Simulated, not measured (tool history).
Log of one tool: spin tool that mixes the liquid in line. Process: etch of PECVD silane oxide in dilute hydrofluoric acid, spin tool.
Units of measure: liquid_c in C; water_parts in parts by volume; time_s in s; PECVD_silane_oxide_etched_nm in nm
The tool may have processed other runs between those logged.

run	hour	liquid_c	water_parts	time_s	PECVD_silane_oxide_etched_nm
1	0	22	130	60	21.443
2	3.8	20	130	60	19.728
3	12.5	20	130	60	19.825
4	19.3	21.5	130	60	20.898
5	24	21.5	90	60	31.664
6	26.5	25	90	60	36.536
7	33.5	23	90	60	33.885
8	41.3	21.5	90	60	31.675
9	46.4	20.5	90	60	30.212
10	48.9	19.5	90	60	28.922
11	51.2	19	90	60	28.396

For run 12, what comes out?
12	53.2	17	95	60	?

Logged for run 12: PECVD_silane_oxide_etched_nm 24.783 nm.
